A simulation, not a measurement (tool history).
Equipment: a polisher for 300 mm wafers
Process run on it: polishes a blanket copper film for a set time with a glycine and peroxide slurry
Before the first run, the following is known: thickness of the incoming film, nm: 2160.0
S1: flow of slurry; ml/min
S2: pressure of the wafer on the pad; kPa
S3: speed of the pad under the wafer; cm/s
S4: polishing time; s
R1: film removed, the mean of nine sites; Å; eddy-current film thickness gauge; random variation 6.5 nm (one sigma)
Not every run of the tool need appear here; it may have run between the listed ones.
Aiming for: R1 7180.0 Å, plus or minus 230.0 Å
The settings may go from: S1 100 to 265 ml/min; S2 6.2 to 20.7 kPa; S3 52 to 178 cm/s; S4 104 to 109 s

Run 1, day 0.000: S1 170 ml/min, S2 13.1 kPa, S3 114 cm/s, S4 104 s. Result: R1 3932.2 Å.
Run 2, day 0.308: S1 175 ml/min, S2 14.5 kPa, S3 116 cm/s, S4 104 s. Result: R1 4351.9 Å.
Run 3, day 0.338: S1 175 ml/min, S2 14.5 kPa, S3 116 cm/s, S4 109 s. Result: R1 4533.0 Å.
Run 4, day 0.617: S1 175 ml/min, S2 17.9 kPa, S3 116 cm/s, S4 109 s. Result: R1 5306.8 Å.
Run 5, day 0.725: S1 180 ml/min, S2 18.6 kPa, S3 120 cm/s, S4 109 s. Result: R1 5761.4 Å.
Run 6, day 0.833: S1 180 ml/min, S2 15.2 kPa, S3 120 cm/s, S4 109 s. Result: R1 4845.1 Å.
Run 7, day 0.996: S1 185 ml/min, S2 15.9 kPa, S3 122 cm/s, S4 109 s. Result: R1 5109.8 Å.
Run 8, day 1.162: S1 190 ml/min, S2 16.5 kPa, S3 124 cm/s, S4 109 s. Result: R1 5387.8 Å.
Run 9, day 1.400: S1 195 ml/min, S2 17.2 kPa, S3 126 cm/s, S4 109 s. Result: R1 5630.0 Å.
Run 10, day 1.475: S1 195 ml/min, S2 17.9 kPa, S3 128 cm/s, S4 109 s. Result: R1 5898.3 Å.
Run 11, day 1.550: S1 195 ml/min, S2 18.6 kPa, S3 130 cm/s, S4 109 s. Result: R1 6021.0 Å.

Pick the move, out of 4, that brings all results within their allowed miss; only one does.
Run A, day 1.625: S1 205 ml/min, S2 20.0 kPa, S3 148 cm/s, S4 107 s. Result: R1 ?.
Run B, day 1.625: S1 180 ml/min, S2 15.9 kPa, S3 114 cm/s, S4 104 s. Result: R1 ?.
Run C, day 1.625: S1 215 ml/min, S2 18.6 kPa, S3 116 cm/s, S4 106 s. Result: R1 ?.
Run D, day 1.625: S1 150 ml/min, S2 15.2 kPa, S3 154 cm/s, S4 107 s. Result: R1 ?.

move      R1
   A  7045.5
   B  4515.8
   C  5418.8
   D  5537.0
A: hits every target within its allowed miss
B: the biggest miss grows against the last run
C: the biggest miss grows against the last run
D: the biggest miss grows against the last run
A meets every target.
